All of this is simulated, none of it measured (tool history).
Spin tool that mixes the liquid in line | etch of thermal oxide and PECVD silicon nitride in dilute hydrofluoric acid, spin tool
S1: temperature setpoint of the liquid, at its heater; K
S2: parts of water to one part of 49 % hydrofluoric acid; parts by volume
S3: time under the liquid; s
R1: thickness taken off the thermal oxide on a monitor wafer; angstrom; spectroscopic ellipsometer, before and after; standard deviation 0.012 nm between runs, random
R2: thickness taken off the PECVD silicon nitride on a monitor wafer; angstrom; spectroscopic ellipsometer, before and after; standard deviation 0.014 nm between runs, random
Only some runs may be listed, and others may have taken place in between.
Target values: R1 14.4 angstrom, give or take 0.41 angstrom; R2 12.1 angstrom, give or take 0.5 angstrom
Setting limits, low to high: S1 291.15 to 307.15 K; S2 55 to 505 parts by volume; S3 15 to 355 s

Run 1, hour 0: S1 299.15 K, S2 280 parts by volume, S3 180 s. Result: R1 26.401 angstrom, R2 18.361 angstrom.
Run 2, hour 1.9: S1 299.15 K, S2 225 parts by volume, S3 180 s. Result: R1 35.187 angstrom, R2 22.525 angstrom.
Run 3, hour 3.1: S1 299.15 K, S2 285 parts by volume, S3 190 s. Result: R1 27.175 angstrom, R2 19.154 angstrom.
Run 4, hour 8.3: S1 299.15 K, S2 230 parts by volume, S3 190 s. Result: R1 35.231 angstrom, R2 23.34 angstrom.
Run 5, hour 14.3: S1 299.15 K, S2 180 parts by volume, S3 190 s. Result: R1 48.255 angstrom, R2 30.001 angstrom.
Run 6, hour 20.1: S1 299.15 K, S2 250 parts by volume, S3 200 s. Result: R1 33.873 angstrom, R2 22.866 angstrom.
Run 7, hour 22.1: S1 299.15 K, S2 305 parts by volume, S3 210 s. Result: R1 27.532 angstrom, R2 19.623 angstrom.
Run 8, hour 24.3: S1 299.15 K, S2 305 parts by volume, S3 210 s. Result: R1 27.674 angstrom, R2 19.91 angstrom.
Run 9, hour 27.8: S1 298.65 K, S2 415 parts by volume, S3 235 s. Result: R1 20.263 angstrom, R2 15.659 angstrom.
Run 10, hour 32.5: S1 298.65 K, S2 440 parts by volume, S3 235 s. Result: R1 18.527 angstrom, R2 14.592 angstrom.
Run 11, hour 36.8: S1 298.65 K, S2 460 parts by volume, S3 235 s. Result: R1 17.302 angstrom, R2 14.131 angstrom.
Run 12, hour 39.6: S1 298.65 K, S2 475 parts by volume, S3 235 s. Result: R1 16.554 angstrom, R2 13.664 angstrom.
Run 13, hour 43.1: S1 298.65 K, S2 485 parts by volume, S3 235 s. Result: R1 16.125 angstrom, R2 13.134 angstrom.
Run 14, hour 46: S1 298.65 K, S2 490 parts by volume, S3 230 s. Result: R1 15.738 angstrom, R2 12.939 angstrom.

Exercise: of the 5 proposed moves below, exactly one satisfies all targets within the stated allowed misses. Which move is it?
Run A, hour 48.9: S1 295.65 K, S2 390 parts by volume, S3 200 s. Result: R1 ?, R2 ?.
Run B, hour 48.9: S1 299.15 K, S2 460 parts by volume, S3 235 s. Result: R1 ?, R2 ?.
Run C, hour 48.9: S1 294.65 K, S2 435 parts by volume, S3 240 s. Result: R1 ?, R2 ?.
Run D, hour 48.9: S1 302.65 K, S2 485 parts by volume, S3 175 s. Result: R1 ?, R2 ?.
Run E, hour 48.9: S1 300.15 K, S2 455 parts by volume, S3 185 s. Result: R1 ?, R2 ?.

move      R1      R2
   A  16.916  12.058
   B   17.74  14.764
   C  16.936  12.246
   D  13.605  12.658
   E  14.625  12.436
A: its largest miss is bigger than the last run's
B: its largest miss is bigger than the last run's
C: its largest miss is bigger than the last run's
D: takes the result that was furthest off past its target
E: every result lands within tolerance
Answer: E

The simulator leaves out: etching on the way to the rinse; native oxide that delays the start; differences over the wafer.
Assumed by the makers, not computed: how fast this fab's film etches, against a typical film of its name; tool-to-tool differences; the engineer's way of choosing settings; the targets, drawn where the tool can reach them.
